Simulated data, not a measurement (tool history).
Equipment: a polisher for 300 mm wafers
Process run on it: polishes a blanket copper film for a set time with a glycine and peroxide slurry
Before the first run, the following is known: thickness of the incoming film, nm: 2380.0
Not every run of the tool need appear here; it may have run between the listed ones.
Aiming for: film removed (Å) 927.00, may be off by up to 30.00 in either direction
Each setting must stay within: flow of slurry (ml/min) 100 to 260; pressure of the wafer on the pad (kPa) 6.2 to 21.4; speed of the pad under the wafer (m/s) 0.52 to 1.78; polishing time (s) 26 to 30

run,hour,flow of slurry (ml/min),pressure of the wafer on the pad (kPa),speed of the pad under the wafer (m/s),polishing time (s),film removed (Å)
1,0.0,165,13.8,1.14,30,1497.50
2,8.4,160,11.7,1.12,30,1316.20
3,14.5,160,13.1,1.12,30,1412.50
4,16.7,155,11.0,1.10,30,1214.50
5,20.3,155,9.7,1.10,30,1095.60
6,21.1,155,9.7,1.36,30,1301.10
7,24.8,150,9.0,1.32,30,1198.30
8,29.5,145,8.3,1.30,30,1085.30
9,35.0,135,8.3,1.30,30,1078.00
10,35.7,130,7.6,1.30,30,1018.50
11,41.4,125,7.6,1.30,30,1008.70
12,42.0,125,7.6,1.30,30,1014.80

Pick the move, out of 5, that brings all results within their allowed miss; only one does.
A,42.6,125,6.9,1.40,28,?
B,42.6,160,6.9,1.56,27,?
C,42.6,135,7.6,1.40,29,?
D,42.6,140,7.6,1.52,30,?
E,42.6,140,7.6,1.36,28,?

move,film removed (Å)
A,913.52
B,1002.00
C,1030.70
D,1141.10
E,982.27
A: all results land within tolerance of their targets
B: nearer the targets than the last run, but a result is still out of spec
C: further off than the last run
D: further off than the last run
E: nearer the targets than the last run, but a result is still out of spec
Correct choice: A, which meets every target

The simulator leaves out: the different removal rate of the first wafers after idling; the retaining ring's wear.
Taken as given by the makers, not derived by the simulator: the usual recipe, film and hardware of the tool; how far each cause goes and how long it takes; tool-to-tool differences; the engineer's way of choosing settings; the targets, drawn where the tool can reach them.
